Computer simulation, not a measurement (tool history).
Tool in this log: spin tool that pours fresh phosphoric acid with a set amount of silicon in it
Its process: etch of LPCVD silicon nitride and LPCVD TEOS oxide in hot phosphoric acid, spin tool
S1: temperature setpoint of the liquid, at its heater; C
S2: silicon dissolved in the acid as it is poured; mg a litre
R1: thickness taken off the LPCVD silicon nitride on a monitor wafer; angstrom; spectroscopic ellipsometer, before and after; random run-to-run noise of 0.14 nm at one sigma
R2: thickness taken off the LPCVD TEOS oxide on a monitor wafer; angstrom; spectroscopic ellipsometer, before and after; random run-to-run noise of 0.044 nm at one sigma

{"run": 1, "day": 0.0, "S1": 162, "S2": 11.5, "time under the liquid (s)": 180, "R1": 183.91, "R2": 5.8153}
{"run": 2, "day": 0.321, "S1": 162, "S2": 11.5, "time under the liquid (s)": 235, "R1": 239.84, "R2": 7.6485}
{"run": 3, "day": 0.658, "S1": 162.5, "S2": 11.5, "time under the liquid (s)": 235, "R1": 246.14, "R2": 7.656}
{"run": 4, "day": 0.962, "S1": 163, "S2": 10.5, "time under the liquid (s)": 235, "R1": 249.18, "R2": 8.1196}
{"run": 5, "day": 1.167, "S1": 161, "S2": 10.5, "time under the liquid (s)": 235, "R1": 233.31, "R2": 7.5345}
{"run": 6, "day": 1.45, "S1": 162, "S2": 10, "time under the liquid (s)": 235, "R1": 241.91, "R2": 8.017}
{"run": 7, "day": 1.633, "S1": 162.5, "S2": 10, "time under the liquid (s)": 235, "R1": 244.57, "R2": 8.6498}

The next listed run, before its measurement:
{"run": 8, "day": 1.738, "S1": 163, "S2": 10.5, "time under the liquid (s)": 235, "R1": "?", "R2": "?"}

Run 8 measured R1 248.07 angstrom, R2 8.9036 angstrom.

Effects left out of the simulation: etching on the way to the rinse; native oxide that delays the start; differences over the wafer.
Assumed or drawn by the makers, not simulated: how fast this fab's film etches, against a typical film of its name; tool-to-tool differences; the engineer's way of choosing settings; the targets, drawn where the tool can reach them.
